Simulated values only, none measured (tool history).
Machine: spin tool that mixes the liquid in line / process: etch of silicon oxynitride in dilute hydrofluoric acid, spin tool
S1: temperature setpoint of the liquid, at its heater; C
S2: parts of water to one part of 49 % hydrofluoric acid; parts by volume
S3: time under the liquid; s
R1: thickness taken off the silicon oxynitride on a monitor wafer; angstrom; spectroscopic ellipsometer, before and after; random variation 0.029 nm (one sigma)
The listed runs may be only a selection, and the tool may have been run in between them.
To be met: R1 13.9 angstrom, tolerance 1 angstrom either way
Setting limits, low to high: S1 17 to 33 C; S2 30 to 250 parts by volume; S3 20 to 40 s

| run | hour | S1 | S2 | S3 | R1 |
|---|---|---|---|---|---|
| 1 | 0 | 25 | 140 | 40 | 4.3065 |
| 2 | 2 | 25.5 | 125 | 40 | 4.8292 |
| 3 | 3.8 | 25.5 | 125 | 40 | 4.8733 |
| 4 | 8.6 | 25.5 | 145 | 40 | 4.1808 |
| 5 | 14.1 | 23 | 145 | 40 | 3.7776 |
| 6 | 19.3 | 23 | 120 | 40 | 4.5847 |
| 7 | 25.8 | 23 | 120 | 40 | 4.6036 |
| 8 | 32.3 | 24 | 110 | 40 | 5.1819 |
| 9 | 38.3 | 25 | 100 | 40 | 6.0156 |
| 10 | 44.7 | 25.5 | 90 | 40 | 7.2187 |
| 11 | 51.5 | 26 | 85 | 40 | 7.3401 |
| 12 | 59.3 | 26.5 | 80 | 40 | 8.3462 |
| 13 | 66.1 | 27 | 80 | 40 | 8.6547 |
| 14 | 72.2 | 31 | 40 | 40 | 21.206 |
| 15 | 74.4 | 30.5 | 40 | 40 | 20.793 |
| 16 | 82.6 | 30 | 40 | 40 | 20.281 |
| 17 | 86.8 | 29.5 | 40 | 40 | 19.311 |
| 18 | 92.1 | 29 | 40 | 40 | 18.396 |
| 19 | 94.2 | 28.5 | 40 | 40 | 18.824 |
| 20 | 95.7 | 28 | 40 | 40 | 18.524 |
| 21 | 104 | 27.5 | 40 | 40 | 18.826 |
| 22 | 109.6 | 23.5 | 65 | 40 | 8.9498 |
| 23 | 117.8 | 24 | 65 | 40 | 9.4133 |

Pick the move, out of 5, that brings all results within their allowed miss; only one does.
| A | 126 | 23.5 | 100 | 40 | ? |
| B | 126 | 25 | 45 | 40 | ? |
| C | 126 | 24 | 55 | 40 | ? |
| D | 126 | 23 | 50 | 40 | ? |
| E | 126 | 25 | 55 | 40 | ? |

| move | R1 |
|---|---|
| A | 5.6419 |
| B | 14.115 |
| C | 10.909 |
| D | 11.474 |
| E | 11.451 |
A: further off than the last run
B: in spec on every target
C: moves toward the targets from the last run without getting all of them in spec
D: moves toward the targets from the last run without getting all of them in spec
E: moves toward the targets from the last run without getting all of them in spec
Move B is the one to make.
